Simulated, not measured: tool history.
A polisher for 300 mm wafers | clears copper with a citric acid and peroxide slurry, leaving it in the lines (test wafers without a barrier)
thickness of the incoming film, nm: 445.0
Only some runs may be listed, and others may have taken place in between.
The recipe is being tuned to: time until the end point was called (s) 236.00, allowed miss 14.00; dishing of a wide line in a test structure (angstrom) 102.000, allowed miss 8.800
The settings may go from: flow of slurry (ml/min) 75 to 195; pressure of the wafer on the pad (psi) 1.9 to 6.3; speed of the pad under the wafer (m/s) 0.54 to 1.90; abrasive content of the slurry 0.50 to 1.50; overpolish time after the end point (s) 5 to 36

run,day,flow of slurry (ml/min),pressure of the wafer on the pad (psi),speed of the pad under the wafer (m/s),abrasive content of the slurry,overpolish time after the end point (s),time until the end point was called (s),dishing of a wide line in a test structure (angstrom)
1,0.000,125,4.1,1.22,1.00,18,129.66,426.650
2,0.354,125,3.4,1.16,1.00,14,161.53,272.660
3,0.483,125,3.4,1.26,1.00,14,150.81,278.550
4,0.671,125,3.4,1.26,1.00,17,146.63,343.550
5,0.825,125,3.4,1.26,1.10,17,143.43,359.420
6,0.908,125,3.2,1.20,0.90,13,171.85,228.500
7,1.246,125,3.0,1.18,0.85,11,195.53,193.120
8,1.621,130,2.6,1.28,0.75,9,210.22,144.410
9,1.942,130,2.5,1.30,0.70,8,229.88,122.520
10,2.042,130,2.5,1.32,0.70,7,214.14,106.870

Exactly one of the 4 candidate moves below puts every result within its allowed miss. Which one?
A,2.142,125,2.1,1.40,0.55,8,?,?
B,2.142,90,3.1,1.34,0.70,6,?,?
C,2.142,125,2.6,1.38,0.50,7,?,?
D,2.142,155,2.1,1.36,0.75,9,?,?

move,time until the end point was called (s),dishing of a wide line in a test structure (angstrom)
A,272.71,98.269
B,186.03,108.070
C,236.63,99.333
D,240.07,123.830
A: pushes the last run's worst result past its target
B: misses by more than the last run did
C: each result inside its tolerance
D: puts the biggest miss on target and leaves a different result outside tolerance
Answer: C
